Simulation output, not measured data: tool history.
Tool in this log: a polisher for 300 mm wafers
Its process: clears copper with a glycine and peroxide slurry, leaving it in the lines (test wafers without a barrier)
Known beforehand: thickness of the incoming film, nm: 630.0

run  hour  flow of slurry (ml/min)  pressure of the wafer on the pad (psi)  speed of the pad under the wafer (cm/s)  overpolish time after the end point (s)  time until the end point was called (s)  dishing of a wide line in a test structure (angstrom)
  1   0.0                      245                                     2.9                                      104                                       26                                   95.909                                                 749.24
  2   1.8                      245                                     2.7                                      104                                       29                                  103.560                                                 794.26
  3   5.0                      205                                     2.7                                      104                                       29                                  108.380                                                 741.91
  4  12.1                      205                                     2.7                                      104                                       37                                  109.090                                                 876.73
  5  14.5                      200                                     2.6                                      104                                       37                                  112.810                                                 837.11
     16.5  -- slurry nozzle cleaned
  6  16.5                      195                                     2.5                                      104                                       37                                  104.480                                                 861.52
  7  25.3                      195                                     2.5                                       98                                       37                                  112.150                                                 826.68

Run 8 is up next; what results do you expect?
  8  26.0                      195                                     2.3                                       96                                       38                                        ?                                                      ?

{"run 8": {"time until the end point was called (s)": 118.71, "dishing of a wide line in a test structure (angstrom)": 767.16}}
